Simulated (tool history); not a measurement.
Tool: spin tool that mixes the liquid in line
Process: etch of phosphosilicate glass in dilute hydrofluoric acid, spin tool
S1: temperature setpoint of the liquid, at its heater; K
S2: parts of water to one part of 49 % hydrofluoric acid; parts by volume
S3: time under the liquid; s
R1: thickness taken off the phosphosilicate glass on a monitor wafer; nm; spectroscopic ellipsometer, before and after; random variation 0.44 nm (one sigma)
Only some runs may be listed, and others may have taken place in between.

| run | hour | S1 | S2 | S3 | R1 |
|---|---|---|---|---|---|
| 1 | 0 | 299.15 | 130 | 55 | 47.892 |
| 2 | 1.1 | 300.65 | 130 | 55 | 50.675 |
| 3 | 9.3 | 304.15 | 130 | 55 | 57.851 |
| 4 | 15.6 | 304.65 | 130 | 55 | 57.729 |
| 5 | 22.1 | 305.15 | 130 | 55 | 60.019 |
| 6 | 29.7 | 305.15 | 90 | 55 | 92.706 |
| 7 | 31.7 | 303.65 | 90 | 55 | 86.346 |
| 8 | 38.1 | 302.15 | 90 | 55 | 81.508 |
| 9 | 41.9 | 301.15 | 90 | 55 | 77.537 |

Forecast run 10:
| 10 | 47.8 | 300.15 | 90 | 55 | ? |

{"run 10": {"R1": 75.582}}
